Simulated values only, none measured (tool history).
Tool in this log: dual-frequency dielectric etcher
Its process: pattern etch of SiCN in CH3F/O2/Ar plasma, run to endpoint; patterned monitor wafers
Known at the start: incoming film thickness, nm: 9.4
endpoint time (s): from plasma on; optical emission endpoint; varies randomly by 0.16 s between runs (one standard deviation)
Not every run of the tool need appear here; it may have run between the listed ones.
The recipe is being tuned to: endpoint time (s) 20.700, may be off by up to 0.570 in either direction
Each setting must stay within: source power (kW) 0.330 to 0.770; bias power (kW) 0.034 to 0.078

run	day	source power (kW)	bias power (kW)	endpoint time (s)
1	0.000	0.550	0.056	25.200
2	0.029	0.600	0.056	24.154
3	0.142	0.600	0.063	23.244
4	0.446	0.600	0.058	23.803
5	0.579	0.630	0.059	23.174
6	0.775	0.660	0.060	22.862
7	0.846	0.660	0.060	22.740
# day 1.138: wet clean of the chamber
8	1.138	0.770	0.066	20.112

Which of these 4 next moves meets every target?
A	1.429	0.760	0.061	?
B	1.429	0.700	0.078	?
C	1.429	0.760	0.071	?
D	1.429	0.770	0.070	?

move	endpoint time (s)
A	20.830
B	19.710
C	19.743
D	19.741
A: hits every target within its allowed miss
B: misses by more than the last run did
C: misses by more than the last run did
D: misses by more than the last run did
Go with A: it meets all targets.
